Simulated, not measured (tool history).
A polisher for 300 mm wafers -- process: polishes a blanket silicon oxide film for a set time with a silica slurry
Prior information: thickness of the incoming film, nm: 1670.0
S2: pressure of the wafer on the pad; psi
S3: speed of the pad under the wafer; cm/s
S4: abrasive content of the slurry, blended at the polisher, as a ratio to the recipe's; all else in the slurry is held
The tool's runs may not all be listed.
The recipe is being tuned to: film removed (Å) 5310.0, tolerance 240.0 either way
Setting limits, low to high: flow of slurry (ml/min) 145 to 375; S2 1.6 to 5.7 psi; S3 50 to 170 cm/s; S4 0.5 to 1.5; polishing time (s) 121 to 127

{"run": 1, "hour": 0.0, "flow of slurry (ml/min)": 240, "S2": 3.6, "S3": 110, "S4": 1.0, "polishing time (s)": 121, "film removed (Å)": 3266.5}
{"run": 2, "hour": 5.8, "flow of slurry (ml/min)": 240, "S2": 4.1, "S3": 112, "S4": 1.0, "polishing time (s)": 121, "film removed (Å)": 3759.7}
{"run": 3, "hour": 10.4, "flow of slurry (ml/min)": 295, "S2": 4.1, "S3": 112, "S4": 1.0, "polishing time (s)": 121, "film removed (Å)": 3767.4}
{"run": 4, "hour": 16.8, "flow of slurry (ml/min)": 295, "S2": 4.5, "S3": 112, "S4": 1.0, "polishing time (s)": 121, "film removed (Å)": 4115.7}
{"run": 5, "hour": 24.9, "flow of slurry (ml/min)": 295, "S2": 4.5, "S3": 112, "S4": 1.0, "polishing time (s)": 121, "film removed (Å)": 4071.6}
{"run": 6, "hour": 26.7, "flow of slurry (ml/min)": 295, "S2": 4.5, "S3": 112, "S4": 1.0, "polishing time (s)": 127, "film removed (Å)": 4329.4}
{"run": 7, "hour": 30.2, "flow of slurry (ml/min)": 295, "S2": 4.7, "S3": 112, "S4": 1.0, "polishing time (s)": 127, "film removed (Å)": 4681.4}
{"run": 8, "hour": 32.1, "flow of slurry (ml/min)": 295, "S2": 4.8, "S3": 112, "S4": 1.0, "polishing time (s)": 127, "film removed (Å)": 4771.3}
{"run": 9, "hour": 35.6, "flow of slurry (ml/min)": 295, "S2": 4.9, "S3": 112, "S4": 1.0, "polishing time (s)": 127, "film removed (Å)": 4655.3}

Which one of the following 4 next-run settings gets every result inside its allowed miss? There is exactly one.
{"run": "A", "hour": 39.1, "flow of slurry (ml/min)": 340, "S2": 4.1, "S3": 132, "S4": 1.1, "polishing time (s)": 127, "film removed (Å)": "?"}
{"run": "B", "hour": 39.1, "flow of slurry (ml/min)": 290, "S2": 5.3, "S3": 108, "S4": 1.0, "polishing time (s)": 122, "film removed (Å)": "?"}
{"run": "C", "hour": 39.1, "flow of slurry (ml/min)": 265, "S2": 5.1, "S3": 120, "S4": 1.0, "polishing time (s)": 127, "film removed (Å)": "?"}
{"run": "D", "hour": 39.1, "flow of slurry (ml/min)": 370, "S2": 4.4, "S3": 88, "S4": 1.0, "polishing time (s)": 121, "film removed (Å)": "?"}

move=A film_removed_(Å)=4756.6
move=B film_removed_(Å)=4813.4
move=C film_removed_(Å)=5211.2
move=D film_removed_(Å)=3439.9
A: better than the last run, though not everything is in spec
B: better than the last run, though not everything is in spec
C: hits every target within its allowed miss
D: moves away from the targets compared with the last run
C is the move that brings every result within its allowed miss.
